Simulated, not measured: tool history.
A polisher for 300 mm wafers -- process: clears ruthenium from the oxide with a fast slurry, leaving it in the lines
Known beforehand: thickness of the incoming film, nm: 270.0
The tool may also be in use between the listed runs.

run  hour  flow of slurry (ml/min)  pressure of the wafer on the pad (kPa)  speed of the pad under the wafer (m/s)  abrasive content of the slurry  overpolish time after the end point (s)  time until the end point was called (s)  dishing of a wide line in a test structure (Å)
  1   0.0                      175                                    21.4                                     1.1                             1.0                                       29                                   59.452                                          872.17
  2   3.0                      175                                    21.4                                     1.1                             0.9                                       29                                   61.940                                          847.07
  3   9.9                      180                                    22.1                                     1.1                             0.9                                       29                                   59.814                                          863.04
  4  17.4                      155                                    22.1                                     1.1                             0.9                                       29                                   60.989                                          861.01
  5  21.2                      160                                    22.8                                     1.1                             0.9                                       29                                   58.955                                          871.37
  6  23.3                      165                                    23.4                                     1.1                             0.9                                       29                                   57.681                                          872.94
  7  32.2                      165                                    24.1                                     1.1                             0.9                                       30                                   55.515                                          888.25
  8  33.5                      165                                    24.8                                     1.1                             0.9                                       31                                   55.482                                          930.55
  9  40.6                      165                                    25.5                                     1.1                             0.9                                       32                                   53.967                                          983.28
 10  48.5                      165                                    26.2                                     1.1                             0.9                                       32                                   53.177                                         1020.40
 11  54.5                      165                                    26.9                                     1.1                             0.9                                       32                                   53.154                                          988.43
 12  60.5                      165                                    27.6                                     1.1                             0.9                                       32                                   51.458                                         1003.80
 13  62.8                      165                                    28.3                                     1.1                             0.9                                       32                                   49.751                                         1021.30
 14  68.2                      165                                    29.0                                     1.1                             0.9                                       32                                   49.110                                         1036.80
 15  74.9                      165                                    29.6                                     1.1                             0.9                                       32                                   48.106                                         1048.80
 16  75.7                      165                                    31.0                                     1.1                             0.9                                       33                                   46.022                                         1035.00

Estimate the outcome of run 17 from the log above:
 17  77.7                      165                                    31.7                                     1.1                             0.9                                       35                                        ?                                               ?

{"run 17": {"time until the end point was called (s)": 45.59, "dishing of a wide line in a test structure (Å)": 1165.5}}
